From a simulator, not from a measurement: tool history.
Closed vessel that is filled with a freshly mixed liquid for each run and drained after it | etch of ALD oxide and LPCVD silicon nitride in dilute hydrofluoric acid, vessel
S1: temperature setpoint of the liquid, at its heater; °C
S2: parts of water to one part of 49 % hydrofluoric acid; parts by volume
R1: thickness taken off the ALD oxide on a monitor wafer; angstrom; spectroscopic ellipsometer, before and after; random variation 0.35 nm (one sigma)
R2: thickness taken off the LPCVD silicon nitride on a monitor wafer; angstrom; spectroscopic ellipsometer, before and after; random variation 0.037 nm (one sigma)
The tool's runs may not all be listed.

run 1 hour=0 | S1=23 S2=55 time_in_the_liquid_(s)=120 | R1=416.79 R2=9.7087
run 2 hour=2 | S1=21.5 S2=55 time_in_the_liquid_(s)=120 | R1=389.51 R2=8.9044
run 3 hour=6.1 | S1=21.5 S2=55 time_in_the_liquid_(s)=90 | R1=291.28 R2=6.5215
run 4 hour=12.8 | S1=22.5 S2=50 time_in_the_liquid_(s)=90 | R1=338.85 R2=7.0356
run 5 hour=16.2 | S1=24 S2=50 time_in_the_liquid_(s)=90 | R1=357.41 R2=8.3657
run 6 hour=18.1 | S1=25 S2=50 time_in_the_liquid_(s)=90 | R1=374.63 R2=8.5053
run 7 hour=27 | S1=25.5 S2=50 time_in_the_liquid_(s)=90 | R1=384.17 R2=9.4247
run 8 hour=31.5 | S1=25.5 S2=45 time_in_the_liquid_(s)=90 | R1=427.51 R2=9.9538

The next listed run, before its measurement:
run 9 hour=37.5 | S1=26 S2=40 time_in_the_liquid_(s)=85 | R1=? R2=?

Run 9 gave R1 465.79 angstrom, R2 11.776 angstrom.

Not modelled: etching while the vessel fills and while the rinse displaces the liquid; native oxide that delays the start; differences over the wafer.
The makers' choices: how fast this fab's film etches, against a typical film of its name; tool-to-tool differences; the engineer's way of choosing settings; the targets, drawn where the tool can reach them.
